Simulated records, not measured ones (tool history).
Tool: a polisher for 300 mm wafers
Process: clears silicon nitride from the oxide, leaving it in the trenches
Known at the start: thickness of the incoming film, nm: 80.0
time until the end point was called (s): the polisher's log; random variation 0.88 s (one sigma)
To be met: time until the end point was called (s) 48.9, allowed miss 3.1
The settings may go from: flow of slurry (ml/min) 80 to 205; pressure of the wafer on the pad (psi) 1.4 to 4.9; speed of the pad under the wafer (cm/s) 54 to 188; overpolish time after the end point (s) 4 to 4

run	day	flow of slurry (ml/min)	pressure of the wafer on the pad (psi)	speed of the pad under the wafer (cm/s)	overpolish time after the end point (s)	time until the end point was called (s)
1	0	135	3.1	120	4	74.574
2	0.154	135	3.1	134	4	69.989
3	0.446	135	2.5	134	4	85.002
4	0.779	135	2.5	110	4	101.26
5	1.117	125	2.5	110	4	103.34
6	1.358	125	2.5	124	4	93.139
7	1.717	125	3.1	126	4	75.801
8	2.075	135	3.4	128	4	66.752
9	2.121	140	3.7	130	4	59.594
10	2.354	140	3.9	132	4	56.826
11	2.429	140	4.1	132	4	53.243
12	2.588	140	4.2	132	4	52.011
13	2.917	140	4.2	132	4	52.926

4 next moves are on the table. One of them brings every result within its allowed miss. Which?
A	3.246	135	4.1	128	4	?
B	3.246	125	4	132	4	?
C	3.246	145	4	128	4	?
D	3.246	140	3.9	156	4	?

move	time until the end point was called (s)
A	55.988
B	56.497
C	56.653
D	48.818
A: further off than the last run
B: further off than the last run
C: further off than the last run
D: meets every target
Move D is the one to make.

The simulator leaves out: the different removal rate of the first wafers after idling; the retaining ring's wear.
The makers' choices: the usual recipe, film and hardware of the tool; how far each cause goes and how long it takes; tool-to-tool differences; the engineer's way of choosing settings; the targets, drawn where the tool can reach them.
